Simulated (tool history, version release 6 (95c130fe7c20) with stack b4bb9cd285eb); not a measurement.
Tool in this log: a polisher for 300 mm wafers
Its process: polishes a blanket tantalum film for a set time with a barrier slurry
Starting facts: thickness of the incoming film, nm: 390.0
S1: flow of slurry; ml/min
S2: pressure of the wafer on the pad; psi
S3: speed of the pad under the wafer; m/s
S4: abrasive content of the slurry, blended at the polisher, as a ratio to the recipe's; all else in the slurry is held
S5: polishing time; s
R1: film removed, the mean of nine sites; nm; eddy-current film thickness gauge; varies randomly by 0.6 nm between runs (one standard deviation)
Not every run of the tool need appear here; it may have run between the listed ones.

run  hour   S1   S2    S3   S4  S5      R1
  1     0  280  1.8  1.08    1  21  33.685
  2   7.8  330  1.8  1.08    1  21  34.071
  3  10.1  330    2   1.1    1  21  38.314
  4  18.2  330  2.2  1.12    1  21  43.256
  5  19.6  330  2.2  1.12  0.8  21  40.392
  6  27.3  330  2.3  1.16  0.8  21  43.555
  7  33.7  330  2.3  1.16  0.8  21  43.805
  8  40.6  330  2.4   1.2  0.8  21  47.286
  9  42.7  330  2.5  1.22  0.8  21  49.673

Run 10 comes next. What will it give?
 10  48.6  330  2.5  1.22  0.8  21   ?

Run 10 gave R1 49.637 nm.

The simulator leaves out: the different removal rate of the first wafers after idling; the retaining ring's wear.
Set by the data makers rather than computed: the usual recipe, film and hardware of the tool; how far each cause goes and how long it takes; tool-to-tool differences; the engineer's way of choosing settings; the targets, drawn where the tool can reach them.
